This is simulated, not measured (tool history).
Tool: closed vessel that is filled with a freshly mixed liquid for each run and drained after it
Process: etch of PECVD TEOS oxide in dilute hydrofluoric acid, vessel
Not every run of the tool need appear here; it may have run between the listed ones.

run,day,temperature setpoint of the liquid (K),parts of water to one part of 49 % hydrofluoric acid (parts by volume),time in the liquid (s),thickness taken off the PECVD TEOS oxide on a monitor wafer (angstrom)
1,0,295.15,70,110,343.72
2,0.275,295.15,70,120,374.63
3,0.375,296.15,70,120,390.83
4,0.65,296.15,70,120,390.76
5,0.967,292.65,70,120,335.7
6,1.258,294.15,70,120,357.1

Run 7 has not been measured yet. What should we expect?
7,1.45,295.15,70,120,?

{"run 7": {"thickness taken off the PECVD TEOS oxide on a monitor wafer (angstrom)": 372.06}}
